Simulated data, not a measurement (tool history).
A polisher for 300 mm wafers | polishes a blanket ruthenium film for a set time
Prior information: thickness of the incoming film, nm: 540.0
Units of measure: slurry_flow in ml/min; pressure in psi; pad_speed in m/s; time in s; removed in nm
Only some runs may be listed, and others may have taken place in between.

run,hour,slurry_flow,pressure,pad_speed,time,removed
1,0.0,230,1.5,0.88,64,52.974
2,7.4,225,1.5,0.88,64,53.605
3,13.6,225,1.4,0.88,64,49.330
4,14.8,180,1.4,0.88,64,47.772
5,19.1,180,1.6,0.88,64,54.877
6,20.0,235,1.6,0.88,64,56.768
7,24.3,235,1.6,0.88,64,56.901
8,33.1,230,1.5,0.88,64,53.371
# hour 39.3: slurry nozzle cleaned
9,39.3,230,1.5,0.88,64,55.524
10,43.0,215,1.5,0.88,64,55.132
11,45.3,215,1.4,0.88,64,52.037
12,47.9,205,1.3,0.88,64,48.170
13,51.1,200,1.3,0.88,64,47.474
14,57.3,195,1.3,0.88,64,47.852
15,62.8,190,1.3,0.88,64,47.108
16,71.4,185,1.3,0.88,64,47.375
17,74.8,180,1.3,0.88,64,47.136

Run 18 has not been measured yet. What should we expect?
18,76.9,175,1.3,0.88,64,?

{"run 18": {"removed": 46.684}}
